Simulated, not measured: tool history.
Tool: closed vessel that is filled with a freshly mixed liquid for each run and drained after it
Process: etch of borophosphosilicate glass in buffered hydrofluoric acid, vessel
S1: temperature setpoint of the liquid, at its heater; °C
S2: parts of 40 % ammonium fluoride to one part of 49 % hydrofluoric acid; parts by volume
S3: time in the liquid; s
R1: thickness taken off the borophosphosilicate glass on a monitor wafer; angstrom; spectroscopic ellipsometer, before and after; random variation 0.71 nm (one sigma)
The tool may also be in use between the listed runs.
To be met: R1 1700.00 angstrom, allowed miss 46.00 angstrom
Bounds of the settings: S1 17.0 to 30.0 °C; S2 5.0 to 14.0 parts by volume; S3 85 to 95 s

run  hour    S1    S2  S3       R1
  1   0.0  22.0   8.5  85  1530.10
  2   2.3  19.0   8.5  85  1300.10
  3   8.1  19.0   9.5  85  1150.00
  4  14.1  19.0  11.5  85   990.09
  5  17.3  19.0  10.0  85  1080.10
  6  25.1  19.0  10.0  85  1088.60
  7  31.4  23.0  10.0  85  1358.60
  8  35.9  24.0  10.0  85  1430.50
     39.9  -- hydrofluoric acid flow meter replaced
  9  39.9  25.0  10.0  85  1423.80
 10  40.6  26.0  10.0  85  1502.20
 11  48.6  26.5  10.0  85  1541.10
 12  54.3  27.0  10.0  85  1578.50
 13  56.5  27.5  10.0  85  1615.30

5 next moves are on the table. One of them brings every result within its allowed miss. Which?
  A  58.7  28.5  12.0  90   ?
  B  58.7  27.0  10.5  95   ?
  C  58.7  30.0  13.0  90   ?
  D  58.7  26.5  10.0  85   ?
  E  58.7  27.5   9.5  90   ?

move       R1
   A  1525.50
   B  1696.00
   C  1525.30
   D  1550.10
   E  1787.90
A: further off than the last run
B: meets every target
C: further off than the last run
D: further off than the last run
E: takes the result that was furthest off past its target
The right move is B.
